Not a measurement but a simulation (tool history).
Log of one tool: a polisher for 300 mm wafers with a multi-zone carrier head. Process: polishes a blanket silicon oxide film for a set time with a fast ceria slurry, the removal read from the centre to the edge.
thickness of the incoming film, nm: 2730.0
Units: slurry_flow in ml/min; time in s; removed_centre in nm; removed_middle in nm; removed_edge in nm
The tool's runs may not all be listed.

run,hour,slurry_flow,centre_zone,middle_zone,edge_zone,time,removed_centre,removed_middle,removed_edge
1,0.0,260,1.00,1.00,1.00,35,552.17,557.27,549.76
2,7.3,260,1.04,1.00,1.00,35,558.75,560.29,545.54
3,13.2,260,1.04,0.92,1.00,35,562.99,519.33,533.26
4,21.5,260,1.04,0.92,1.00,40,638.04,591.46,619.03
5,23.2,255,1.01,0.95,0.99,38,601.27,579.58,578.13
6,27.5,215,1.01,0.95,0.99,38,571.20,566.76,568.79
7,30.5,210,0.99,0.97,0.99,36,537.53,539.57,552.43
8,36.5,205,0.97,1.00,0.97,34,492.33,521.02,513.68
9,40.4,200,0.96,1.02,0.95,33,476.15,520.33,485.01
10,48.0,195,0.94,1.03,0.94,32,441.09,500.88,477.27
11,52.4,195,0.93,1.04,0.93,31,428.93,488.86,461.95
12,57.6,190,0.92,1.05,0.92,30,407.59,479.26,428.80
13,63.8,190,0.91,1.05,0.91,29,401.86,463.52,423.02
14,71.6,185,0.90,1.06,0.91,28,379.56,446.16,394.51
15,74.0,180,0.89,1.07,0.91,28,363.42,457.63,391.01
16,78.0,180,0.88,1.07,0.91,28,360.29,447.82,409.97
17,83.3,180,0.87,1.07,0.90,28,357.39,441.05,393.51

Forecast run 18:
18,90.7,180,0.86,1.07,0.90,28,?,?,?

removed_centre: 359.71 nm
removed_middle: 445.47 nm
removed_edge: 397.88 nm
